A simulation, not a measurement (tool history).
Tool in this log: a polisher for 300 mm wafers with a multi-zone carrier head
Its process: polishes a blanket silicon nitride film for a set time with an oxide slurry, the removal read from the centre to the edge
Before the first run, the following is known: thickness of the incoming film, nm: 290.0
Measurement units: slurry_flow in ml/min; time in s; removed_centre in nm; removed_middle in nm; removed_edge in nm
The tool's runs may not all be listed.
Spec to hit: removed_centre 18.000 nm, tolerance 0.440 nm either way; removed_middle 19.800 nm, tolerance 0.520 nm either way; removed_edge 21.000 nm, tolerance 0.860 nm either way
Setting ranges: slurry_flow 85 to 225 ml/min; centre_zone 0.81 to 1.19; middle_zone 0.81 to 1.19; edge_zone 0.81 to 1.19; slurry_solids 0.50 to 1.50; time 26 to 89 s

run	hour	slurry_flow	centre_zone	middle_zone	edge_zone	slurry_solids	time	removed_centre	removed_middle	removed_edge
1	0.0	145	1.00	1.00	1.00	1.00	57	55.384	56.418	55.185
2	4.7	135	0.97	0.97	0.97	0.90	52	45.600	46.672	45.496
3	8.4	170	0.97	0.97	0.97	0.90	52	47.719	49.147	47.115
4	15.8	170	0.97	0.97	1.02	0.90	52	48.003	48.424	48.145
5	19.0	170	0.93	0.97	1.02	0.90	52	45.820	48.647	48.339
6	24.7	170	0.93	0.97	1.02	0.90	58	50.815	54.109	53.392
7	31.8	155	0.91	0.95	1.01	0.85	53	43.326	46.031	45.986
8	32.6	145	0.89	0.94	1.01	0.80	49	36.197	40.516	40.832
9	33.5	140	0.89	0.92	1.00	0.75	46	32.473	34.680	35.644
10	39.3	130	0.88	0.91	0.99	0.70	44	28.522	30.559	32.078
11	46.1	90	0.81	0.85	0.89	0.50	37	13.548	15.533	17.145
12	49.8	100	0.81	0.85	0.89	0.50	37	14.301	15.926	17.369
13	53.7	105	0.81	0.86	0.90	0.50	37	14.878	16.296	17.433
14	60.9	105	0.82	0.87	0.92	0.50	37	15.065	16.564	17.840
15	67.2	145	0.85	0.92	1.02	0.50	37	16.881	18.776	19.556
16	71.9	140	0.85	0.92	1.03	0.50	37	16.712	18.640	19.839
17	80.8	145	0.85	0.92	1.04	0.50	37	16.767	19.009	20.272
18	88.1	145	0.86	0.92	1.04	0.50	37	17.025	18.853	19.894
19	97.1	145	0.86	0.92	1.05	0.50	37	16.987	18.773	20.007
20	102.7	150	0.86	0.92	1.06	0.50	37	17.191	18.832	20.022
21	108.9	175	0.86	0.94	1.11	0.55	37	19.945	22.181	23.627
22	112.9	165	0.86	0.94	1.10	0.55	37	19.717	22.039	24.003

Exercise: of the 5 proposed moves below, exactly one satisfies all targets within the stated allowed misses. Which move is it?
A	116.9	185	0.93	1.02	0.96	0.50	36	?	?	?
B	116.9	190	0.88	0.95	1.14	0.50	36	?	?	?
C	116.9	170	0.87	0.88	1.10	0.55	33	?	?	?
D	116.9	165	0.83	0.94	1.09	0.55	33	?	?	?
E	116.9	185	0.97	0.91	0.93	0.50	35	?	?	?

move	removed_centre	removed_middle	removed_edge
A	18.992	21.357	19.563
B	18.041	20.203	21.195
C	17.904	19.087	21.116
D	16.976	20.058	20.929
E	19.250	18.865	18.796
A: an improvement on the last run, though not all results are within tolerance
B: all results land within tolerance of their targets
C: takes the result that was furthest off past its target
D: puts the biggest miss on target and leaves a different result outside tolerance
E: takes the result that was furthest off past its target
Move B is the one to make.

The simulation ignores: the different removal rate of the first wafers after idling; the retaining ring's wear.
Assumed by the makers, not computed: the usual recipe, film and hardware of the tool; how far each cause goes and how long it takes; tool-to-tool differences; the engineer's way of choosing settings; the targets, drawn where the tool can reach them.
